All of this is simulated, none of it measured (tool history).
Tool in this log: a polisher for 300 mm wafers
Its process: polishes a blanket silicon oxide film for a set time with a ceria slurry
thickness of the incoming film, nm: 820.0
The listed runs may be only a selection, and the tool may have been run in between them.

run    day  flow of slurry (ml/min)  pressure of the wafer on the pad (psi)  speed of the pad under the wafer (cm/s)  polishing time (s)  film removed (angstrom)
  1      0                      150                                     2.5                                      126                  25                   890.61
  2  0.254                      150                                     2.5                                      126                  22                   759.09
  3  0.354                      150                                     2.7                                      128                  22                   825.81
  4  0.421                      150                                     2.8                                      132                  22                   894.65
  5  0.642                      175                                     2.8                                      132                  22                   891.49
  6  0.742                      175                                     2.3                                      132                  22                   756.09
  7  0.767                      175                                       3                                      150                  22                   1074.9
     0.871  -- worn pad replaced by a new one
  8  0.871                      175                                     3.1                                      150                  22                   1222.3
  9  1.079                      175                                     3.3                                      150                  22                   1279.6

Expected results for the next run?
 10  1.254                      175                                     3.5                                      150                  22                        ?

film removed (angstrom): 1374.4
